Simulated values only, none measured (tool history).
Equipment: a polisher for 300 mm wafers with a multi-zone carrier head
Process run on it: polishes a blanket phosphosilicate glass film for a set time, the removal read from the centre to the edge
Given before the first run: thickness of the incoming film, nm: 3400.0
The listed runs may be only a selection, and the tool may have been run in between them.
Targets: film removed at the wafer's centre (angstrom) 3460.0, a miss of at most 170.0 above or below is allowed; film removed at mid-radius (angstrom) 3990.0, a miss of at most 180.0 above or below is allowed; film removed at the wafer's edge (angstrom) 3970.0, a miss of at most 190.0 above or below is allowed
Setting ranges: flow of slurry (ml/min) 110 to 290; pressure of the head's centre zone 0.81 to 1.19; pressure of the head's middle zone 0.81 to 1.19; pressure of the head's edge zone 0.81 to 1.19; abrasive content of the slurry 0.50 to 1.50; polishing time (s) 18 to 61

| run | hour | flow of slurry (ml/min) | pressure of the head's centre zone | pressure of the head's middle zone | pressure of the head's edge zone | abrasive content of the slurry | polishing time (s) | film removed at the wafer's centre (angstrom) | film removed at mid-radius (angstrom) | film removed at the wafer's edge (angstrom) |
|---|---|---|---|---|---|---|---|---|---|---|
| 1 | 0.0 | 185 | 1.00 | 1.00 | 1.00 | 1.00 | 39 | 2904.6 | 3053.9 | 3054.5 |
| 2 | 8.3 | 185 | 1.00 | 1.05 | 1.00 | 1.00 | 39 | 2920.0 | 3051.8 | 3090.9 |
| 3 | 13.1 | 185 | 1.00 | 1.05 | 1.00 | 1.00 | 32 | 2366.8 | 2523.1 | 2583.4 |
| 4 | 14.5 | 185 | 1.00 | 1.00 | 1.00 | 1.00 | 32 | 2364.6 | 2407.6 | 2482.6 |
| 5 | 20.4 | 185 | 1.00 | 1.00 | 0.93 | 1.00 | 32 | 2357.6 | 2416.5 | 2390.2 |
| 6 | 28.5 | 185 | 1.06 | 1.00 | 0.93 | 1.00 | 32 | 2525.7 | 2421.8 | 2393.9 |
| 7 | 36.5 | 190 | 1.05 | 1.03 | 0.95 | 1.10 | 33 | 2716.0 | 2635.9 | 2596.1 |
| 8 | 45.4 | 190 | 1.03 | 1.05 | 0.97 | 1.15 | 34 | 2813.7 | 2844.4 | 2705.2 |
| 9 | 52.5 | 175 | 0.93 | 0.98 | 1.07 | 1.40 | 44 | 3320.5 | 3599.9 | 4003.7 |
| 10 | 54.1 | 180 | 0.93 | 1.00 | 1.06 | 1.40 | 44 | 3429.9 | 3711.2 | 3918.5 |
|  | 55.2 | edge zone pressure recalibrated |
| 11 | 55.2 | 180 | 0.92 | 1.01 | 1.06 | 1.40 | 44 | 3277.6 | 3794.5 | 3770.3 |

4 candidate next runs follow, results not yet known. Just one meets every target within its allowed miss. Identify it.
| A | 56.3 | 180 | 0.99 | 1.06 | 1.01 | 1.25 | 43 | ? | ? | ? |
| B | 56.3 | 180 | 0.93 | 1.06 | 1.12 | 1.50 | 44 | ? | ? | ? |
| C | 56.3 | 150 | 0.85 | 0.94 | 1.14 | 1.40 | 44 | ? | ? | ? |
| D | 56.3 | 155 | 0.86 | 0.90 | 1.15 | 1.40 | 45 | ? | ? | ? |

| move | film removed at the wafer's centre (angstrom) | film removed at mid-radius (angstrom) | film removed at the wafer's edge (angstrom) |
|---|---|---|---|
| A | 3392.5 | 3631.4 | 3392.0 |
| B | 3436.2 | 3918.1 | 3852.4 |
| C | 2991.7 | 3390.7 | 3750.9 |
| D | 3110.9 | 3359.9 | 3868.1 |
A: lands further from the targets than the last run did
B: every result lands within tolerance
C: lands further from the targets than the last run did
D: lands further from the targets than the last run did
Correct choice: B, which meets every target
